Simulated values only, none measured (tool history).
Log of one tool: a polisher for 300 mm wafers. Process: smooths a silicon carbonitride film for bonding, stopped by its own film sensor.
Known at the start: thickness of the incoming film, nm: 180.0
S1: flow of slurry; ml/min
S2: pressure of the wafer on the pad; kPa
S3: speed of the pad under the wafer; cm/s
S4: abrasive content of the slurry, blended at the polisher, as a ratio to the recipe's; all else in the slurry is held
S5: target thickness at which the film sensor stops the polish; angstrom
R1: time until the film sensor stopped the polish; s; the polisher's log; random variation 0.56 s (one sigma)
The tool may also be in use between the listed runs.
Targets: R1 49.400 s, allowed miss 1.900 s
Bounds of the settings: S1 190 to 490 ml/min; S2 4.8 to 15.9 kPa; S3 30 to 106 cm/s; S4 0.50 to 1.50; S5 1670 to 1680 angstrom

run	hour	S1	S2	S3	S4	S5	R1
1	0.0	315	10.3	68	1.00	1670	83.321
2	4.0	315	11.0	68	1.00	1670	76.689
3	8.5	315	11.0	76	1.00	1670	72.104
4	14.4	315	9.0	76	1.00	1670	87.070
5	19.5	315	9.7	76	1.00	1670	82.753
6	26.3	270	9.7	76	1.00	1670	83.270
7	34.8	270	10.3	76	1.00	1670	77.650
8	42.6	270	13.1	78	1.00	1670	61.597
9	51.5	275	13.8	78	1.00	1670	58.544
10	53.1	280	14.5	78	1.00	1670	55.754
11	61.2	285	15.2	78	1.00	1670	53.292

Which of these 5 next moves meets every target?
A	69.3	325	14.5	64	1.20	1670	?
B	69.3	330	15.2	80	1.15	1670	?
C	69.3	285	15.9	66	0.90	1680	?
D	69.3	285	13.8	70	1.00	1680	?
E	69.3	235	13.1	94	1.05	1670	?

move	R1
A	57.495
B	48.563
C	53.615
D	57.037
E	54.229
A: further off than the last run
B: meets every target
C: further off than the last run
D: further off than the last run
E: further off than the last run
Move B is the one to make.
